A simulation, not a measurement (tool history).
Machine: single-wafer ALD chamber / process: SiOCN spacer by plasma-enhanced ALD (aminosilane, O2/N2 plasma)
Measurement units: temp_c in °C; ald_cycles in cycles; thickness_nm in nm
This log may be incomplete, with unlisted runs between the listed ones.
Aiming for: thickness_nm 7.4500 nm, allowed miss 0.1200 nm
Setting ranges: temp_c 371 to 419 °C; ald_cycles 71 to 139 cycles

| run | hour | temp_c | ald_cycles | thickness_nm |
|---|---|---|---|---|
| 1 | 0.0 | 395 | 105 | 5.9932 |
| 2 | 5.5 | 391 | 105 | 6.0274 |
| 3 | 13.2 | 391 | 95 | 5.4354 |
| 4 | 16.4 | 391 | 100 | 5.7023 |
| 5 | 18.8 | 395 | 100 | 5.6855 |
| 6 | 24.5 | 389 | 100 | 5.6929 |
| 7 | 33.4 | 389 | 104 | 5.8883 |
| 8 | 40.6 | 389 | 108 | 6.2209 |
| 9 | 48.9 | 389 | 111 | 6.3156 |

Exercise: of the 5 proposed moves below, exactly one satisfies all targets within the stated allowed misses. Which move is it?
| A | 57.2 | 388 | 134 | ? |
| B | 57.2 | 389 | 136 | ? |
| C | 57.2 | 388 | 135 | ? |
| D | 57.2 | 388 | 136 | ? |
| E | 57.2 | 386 | 130 | ? |

| move | thickness_nm |
|---|---|
| A | 7.7194 |
| B | 7.8346 |
| C | 7.7770 |
| D | 7.8346 |
| E | 7.4890 |
A: takes the result that was furthest off past its target
B: takes the result that was furthest off past its target
C: takes the result that was furthest off past its target
D: takes the result that was furthest off past its target
E: hits every target within its allowed miss
So the answer is move E, the one that meets all the targets.
